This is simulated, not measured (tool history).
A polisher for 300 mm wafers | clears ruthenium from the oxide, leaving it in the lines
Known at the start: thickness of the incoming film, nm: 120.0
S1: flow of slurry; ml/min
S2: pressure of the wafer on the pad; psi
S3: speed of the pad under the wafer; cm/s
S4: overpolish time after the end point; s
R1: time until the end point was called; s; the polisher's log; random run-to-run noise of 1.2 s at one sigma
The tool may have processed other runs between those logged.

run 1 hour=0 | S1=135 S2=1.6 S3=90 S4=14 | R1=147.66
run 2 hour=4.4 | S1=135 S2=1.6 S3=68 S4=14 | R1=191.55
run 3 hour=11.5 | S1=135 S2=1.7 S3=68 S4=14 | R1=179.79
run 4 hour=17.7 | S1=135 S2=1.8 S3=68 S4=14 | R1=170.65
run 5 hour=24.5 | S1=135 S2=1.8 S3=68 S4=14 | R1=172.95
run 6 hour=25.6 | S1=135 S2=1.8 S3=54 S4=14 | R1=212.66
run 7 hour=29.2 | S1=140 S2=1.9 S3=56 S4=14 | R1=191.54

Expected results for the next run?
run 8 hour=37 | S1=170 S2=2.4 S3=58 S4=14 | R1=?

R1: 142.85 s
